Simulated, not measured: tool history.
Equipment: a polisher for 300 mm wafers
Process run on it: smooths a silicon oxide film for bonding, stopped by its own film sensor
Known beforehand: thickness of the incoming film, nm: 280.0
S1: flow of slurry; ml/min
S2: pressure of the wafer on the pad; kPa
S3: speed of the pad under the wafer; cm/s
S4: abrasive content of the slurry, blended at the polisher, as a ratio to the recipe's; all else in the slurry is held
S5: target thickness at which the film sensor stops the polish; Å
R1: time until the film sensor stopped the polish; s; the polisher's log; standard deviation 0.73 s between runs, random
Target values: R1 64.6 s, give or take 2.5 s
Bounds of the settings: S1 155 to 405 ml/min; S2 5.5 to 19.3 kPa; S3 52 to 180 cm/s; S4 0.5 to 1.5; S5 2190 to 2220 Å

run	hour	S1	S2	S3	S4	S5	R1
1	0	260	12.4	116	1	2220	81.646
2	1	260	12.4	116	1	2190	86.646
3	4.1	260	13.1	116	1	2190	80.292
4	5.4	260	13.1	90	1	2190	100.95
5	12.5	260	13.1	68	1	2190	125.59
6	17	260	13.8	70	1	2190	117.1
7	19.1	260	14.5	74	1	2190	104.52
8	22.9	260	15.2	74	1	2190	103.02
9	28.3	260	15.9	78	1	2190	92.29
10	30.7	260	15.9	78	1	2190	94.935
11	39.6	260	16.5	80	1	2190	88.795
12	46.3	260	17.2	82	1	2190	80.92
13	51.9	260	17.2	84	1	2190	81.913
14	54.3	260	17.2	86	1	2190	80.274

Which of these 5 next moves meets every target?
A	56.7	250	19.3	104	1.1	2210	?
B	56.7	290	16.5	58	1	2190	?
C	56.7	235	15.2	106	0.9	2220	?
D	56.7	235	13.8	96	1.05	2200	?
E	56.7	270	19.3	86	1.1	2220	?

move	R1
A	58.73
B	114.86
C	77.743
D	90.461
E	66.72
A: takes the result that was furthest off past its target
B: further off than the last run
C: an improvement on the last run, though not all results are within tolerance
D: further off than the last run
E: in spec on every target
E meets every target.
